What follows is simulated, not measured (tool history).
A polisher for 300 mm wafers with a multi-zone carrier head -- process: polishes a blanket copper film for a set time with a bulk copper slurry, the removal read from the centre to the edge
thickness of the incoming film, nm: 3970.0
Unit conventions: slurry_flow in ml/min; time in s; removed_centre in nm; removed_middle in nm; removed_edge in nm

run    day  slurry_flow  centre_zone  middle_zone  edge_zone  slurry_solids  time  removed_centre  removed_middle  removed_edge
  1      0          230            1            1          1              1    83          741.62          784.59        781.96
  2  0.192          230            1            1          1              1    99          894.17          942.12        926.62
  3  0.246          230         0.92            1          1              1    99          822.31          938.55        896.07
  4  0.412          230         0.85            1          1              1    99          755.27          924.75        912.39
  5  0.521          225         0.85         1.01       0.97            0.9    94          694.79          880.12        848.44
  6  0.779          230         0.87         1.02       0.95           0.85    87          657.97          812.08        764.68
  7    0.9          190         0.81         1.04       0.86            0.6    68          433.87          583.98        517.94

Run 8, settings as shown, results not yet in. Your forecast:
  8  0.946          200         0.82         1.04       0.87            0.6    68               ?               ?             ?

{"run 8": {"removed_centre": 447.14, "removed_middle": 587.95, "removed_edge": 523.45}}
